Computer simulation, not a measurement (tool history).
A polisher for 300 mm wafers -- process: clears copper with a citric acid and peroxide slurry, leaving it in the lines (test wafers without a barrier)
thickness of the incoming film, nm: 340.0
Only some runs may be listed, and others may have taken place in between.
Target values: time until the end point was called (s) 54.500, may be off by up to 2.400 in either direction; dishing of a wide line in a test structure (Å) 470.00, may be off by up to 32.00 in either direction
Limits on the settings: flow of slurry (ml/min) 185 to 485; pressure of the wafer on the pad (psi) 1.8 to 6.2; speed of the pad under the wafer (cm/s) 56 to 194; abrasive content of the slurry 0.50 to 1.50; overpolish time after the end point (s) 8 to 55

run,day,flow of slurry (ml/min),pressure of the wafer on the pad (psi),speed of the pad under the wafer (cm/s),abrasive content of the slurry,overpolish time after the end point (s),time until the end point was called (s),dishing of a wide line in a test structure (Å)
1,0.000,310,4.0,124,1.00,28,82.722,460.57
2,0.042,310,4.0,124,1.00,39,83.229,511.84
3,0.221,310,4.0,94,1.00,39,110.290,471.71
4,0.529,310,4.0,94,1.10,39,107.200,474.38
5,0.842,310,4.5,98,1.10,33,92.041,461.88
6,1.071,310,4.9,98,1.10,33,83.788,480.71
7,1.412,310,5.2,100,1.10,30,77.742,468.36
8,1.650,310,5.4,104,1.10,28,71.590,485.39
9,1.712,310,5.6,106,1.10,25,67.750,466.16

Of the 4 settings listed for the next run, only one would bring every result within its allowed miss of target. Which one?
A,1.775,330,6.2,124,1.20,29,?,?
B,1.775,345,6.2,118,1.10,20,?,?
C,1.775,285,4.9,102,0.70,35,?,?
D,1.775,270,5.8,148,1.05,32,?,?

move,time until the end point was called (s),dishing of a wide line in a test structure (Å)
A,51.769,542.51
B,55.546,462.76
C,93.887,464.19
D,49.075,559.32
A: takes the biggest miss from the last run beyond its target
B: in spec on every target
C: its largest miss is bigger than the last run's
D: takes the biggest miss from the last run beyond its target
Correct choice: B, which meets every target
